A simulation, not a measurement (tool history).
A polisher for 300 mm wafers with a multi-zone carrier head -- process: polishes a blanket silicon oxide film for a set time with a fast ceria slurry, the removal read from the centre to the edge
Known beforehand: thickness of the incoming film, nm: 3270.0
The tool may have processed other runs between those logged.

run	hour	flow of slurry (ml/min)	pressure of the head's centre zone	pressure of the head's middle zone	pressure of the head's edge zone	polishing time (s)	film removed at the wafer's centre (Å)	film removed at mid-radius (Å)	film removed at the wafer's edge (Å)
1	0	215	1	1	1	62	9689.8	9760.3	9368
2	8.2	250	1	1	1	62	9885.4	9763	9641.9
3	10.6	240	1	0.99	0.97	60	9450.1	9481.5	9019.4
4	17.5	235	1	0.97	0.95	58	9116.3	8895.5	8648.4
5	26.1	280	1	0.97	0.95	58	9337.9	9096.3	8846.7
6	31.4	270	1	0.97	0.93	56	9041.8	8738.6	8301.5

Run 7 comes next. What will it give?
7	33.5	210	0.94	0.93	0.83	49	?	?	?

film removed at the wafer's centre (Å): 7212.7
film removed at mid-radius (Å): 7167.6
film removed at the wafer's edge (Å): 7044.8
